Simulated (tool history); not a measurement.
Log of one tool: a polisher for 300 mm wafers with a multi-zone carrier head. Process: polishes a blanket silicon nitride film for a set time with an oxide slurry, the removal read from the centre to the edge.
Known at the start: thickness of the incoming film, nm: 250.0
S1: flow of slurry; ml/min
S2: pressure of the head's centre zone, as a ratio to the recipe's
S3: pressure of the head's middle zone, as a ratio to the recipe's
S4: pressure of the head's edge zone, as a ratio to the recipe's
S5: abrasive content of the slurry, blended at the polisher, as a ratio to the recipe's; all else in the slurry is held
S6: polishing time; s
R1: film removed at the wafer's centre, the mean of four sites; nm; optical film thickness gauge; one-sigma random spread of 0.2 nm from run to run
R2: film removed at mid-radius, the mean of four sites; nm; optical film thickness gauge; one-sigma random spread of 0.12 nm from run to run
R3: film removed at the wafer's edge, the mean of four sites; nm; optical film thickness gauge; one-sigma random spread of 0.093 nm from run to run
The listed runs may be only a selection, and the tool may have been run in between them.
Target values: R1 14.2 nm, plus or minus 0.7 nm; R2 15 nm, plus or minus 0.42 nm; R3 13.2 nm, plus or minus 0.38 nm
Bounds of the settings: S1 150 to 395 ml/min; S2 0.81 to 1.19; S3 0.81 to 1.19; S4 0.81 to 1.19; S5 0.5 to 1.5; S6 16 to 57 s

run 1 day=0 | S1=250 S2=1 S3=1 S4=1 S5=1 S6=36 | R1=22.778 R2=22.154 R3=22.061
run 2 day=0.333 | S1=285 S2=1 S3=1 S4=1 S5=1 S6=36 | R1=23.047 R2=22.776 R3=22.234
run 3 day=0.471 | S1=285 S2=1 S3=1 S4=1 S5=1 S6=41 | R1=25.291 R2=25.611 R3=25.657
run 4 day=0.817 | S1=290 S2=0.98 S3=1 S4=0.97 S5=0.9 S6=38 | R1=22.121 R2=22.529 R3=22.224
run 5 day=1.075 | S1=295 S2=0.98 S3=1.02 S4=0.95 S5=0.8 S6=36 | R1=19.765 R2=20.201 R3=19.398
run 6 day=1.175 | S1=295 S2=0.98 S3=1.03 S4=0.93 S5=0.75 S6=35 | R1=18.242 R2=18.738 R3=17.807
run 7 day=1.492 | S1=285 S2=0.98 S3=1.04 S4=0.9 S5=0.7 S6=35 | R1=17.474 R2=17.872 R3=16.474
run 8 day=1.833 | S1=265 S2=0.97 S3=1.04 S4=0.88 S5=0.7 S6=35 | R1=17.08 R2=17.918 R3=16.213
run 9 day=2.004 | S1=255 S2=0.97 S3=1.04 S4=0.86 S5=0.65 S6=35 | R1=16.327 R2=16.723 R3=15.068
run 10 day=2.375 | S1=240 S2=0.96 S3=1.04 S4=0.85 S5=0.65 S6=35 | R1=15.821 R2=16.505 R3=15.149

Below are 5 possible settings for the next run. Only one of them brings all results inside the allowed miss of their targets. Which is it?
run A day=2.746 | S1=260 S2=1 S3=1.07 S4=0.85 S5=0.55 S6=35 | R1=? R2=? R3=?
run B day=2.746 | S1=180 S2=0.85 S3=1.09 S4=0.85 S5=0.7 S6=30 | R1=? R2=? R3=?
run C day=2.746 | S1=165 S2=0.81 S3=1.02 S4=0.91 S5=0.6 S6=36 | R1=? R2=? R3=?
run D day=2.746 | S1=240 S2=0.81 S3=1.01 S4=0.9 S5=0.7 S6=36 | R1=? R2=? R3=?
run E day=2.746 | S1=170 S2=1.04 S3=1.14 S4=0.81 S5=0.75 S6=28 | R1=? R2=? R3=?

move=A R1=14.522 R2=15.14 R3=13.215
move=B R1=12.551 R2=15.117 R3=13.21
move=C R1=12.621 R2=15.125 R3=14.32
move=D R1=15.292 R2=18.07 R3=16.852
move=E R1=14.197 R2=15.088 R3=12.565
A: meets every target
B: brings the result that was furthest off to its target, and leaves another outside
C: nearer the targets than the last run, but a result is still out of spec
D: its largest miss is bigger than the last run's
E: takes the biggest miss from the last run beyond its target
The move that meets every target is A.

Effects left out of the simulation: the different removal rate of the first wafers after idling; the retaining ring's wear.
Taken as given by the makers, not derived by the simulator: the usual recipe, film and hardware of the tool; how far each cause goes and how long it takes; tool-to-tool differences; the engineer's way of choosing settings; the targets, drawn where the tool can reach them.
